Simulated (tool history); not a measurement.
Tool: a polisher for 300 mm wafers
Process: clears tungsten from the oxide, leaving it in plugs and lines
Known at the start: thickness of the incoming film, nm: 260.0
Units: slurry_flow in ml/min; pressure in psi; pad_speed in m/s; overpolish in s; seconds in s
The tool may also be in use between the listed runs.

run,hour,slurry_flow,pressure,pad_speed,slurry_solids,overpolish,seconds
1,0.0,140,4.4,1.28,1.00,11,35.089
2,3.0,140,4.4,1.28,1.05,11,35.085
3,10.2,155,4.4,1.28,1.05,11,34.488
4,15.0,155,4.4,1.28,0.90,11,35.170
5,23.6,155,4.5,1.28,0.90,11,34.609
6,25.4,155,4.5,1.28,0.75,11,34.996
7,32.7,155,4.6,1.28,0.75,11,34.931
8,37.2,160,4.7,1.28,0.75,11,34.710

Run 9 comes next. What will it give?
9,40.4,160,4.8,1.28,0.75,11,?

Run 9 gave seconds 33.377 s.
